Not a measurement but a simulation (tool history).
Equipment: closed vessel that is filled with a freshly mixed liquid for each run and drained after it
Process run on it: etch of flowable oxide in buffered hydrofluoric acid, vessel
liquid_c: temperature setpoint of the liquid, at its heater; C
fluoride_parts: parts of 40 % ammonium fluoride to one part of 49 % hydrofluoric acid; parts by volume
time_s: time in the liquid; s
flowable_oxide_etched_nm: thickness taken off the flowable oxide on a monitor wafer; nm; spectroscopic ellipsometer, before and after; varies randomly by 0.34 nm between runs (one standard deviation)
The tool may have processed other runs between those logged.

| run | hour | liquid_c | fluoride_parts | time_s | flowable_oxide_etched_nm |
|---|---|---|---|---|---|
| 1 | 0 | 22 | 21.5 | 30 | 80.455 |
| 2 | 5.8 | 21 | 23 | 30 | 72.015 |
| 3 | 12.7 | 21 | 23 | 30 | 73.242 |
| 4 | 21.7 | 23 | 23 | 30 | 80.785 |
| 5 | 23.6 | 21.5 | 23 | 30 | 75.741 |
| 6 | 27.3 | 20.5 | 24.5 | 30 | 68.059 |

What does the tool deliver on the next run?
|  | 31.5 | thermometer replaced |
| 7 | 31.5 | 19.5 | 25.5 | 30 | ? |

{"run 7": {"flowable_oxide_etched_nm": 54.305}}
